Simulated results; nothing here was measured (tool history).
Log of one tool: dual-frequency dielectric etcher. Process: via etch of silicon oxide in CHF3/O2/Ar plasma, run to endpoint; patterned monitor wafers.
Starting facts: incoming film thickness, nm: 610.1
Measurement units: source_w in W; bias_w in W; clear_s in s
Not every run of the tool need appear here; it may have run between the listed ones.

Run 1, hour 0: source_w 660 W, bias_w 144 W. Result: clear_s 342.36 s.
Run 2, hour 1.5: source_w 590 W, bias_w 144 W. Result: clear_s 362.56 s.
Run 3, hour 2.8: source_w 590 W, bias_w 158 W. Result: clear_s 352.75 s.
Run 4, hour 4.2: source_w 560 W, bias_w 155 W. Result: clear_s 359.13 s.
Run 5, hour 10.1: source_w 560 W, bias_w 142 W. Result: clear_s 371.67 s.
Run 6, hour 13.4: source_w 480 W, bias_w 142 W. Result: clear_s 397.5 s.
Run 7, hour 14.3: source_w 470 W, bias_w 142 W. Result: clear_s 400.6 s.
Run 8, hour 15.9: source_w 460 W, bias_w 142 W. Result: clear_s 406.22 s.

Forecast run 9:
Run 9, hour 19.1: source_w 450 W, bias_w 142 W. Result: clear_s ?.

Run 9 produced clear_s 409.56 s.
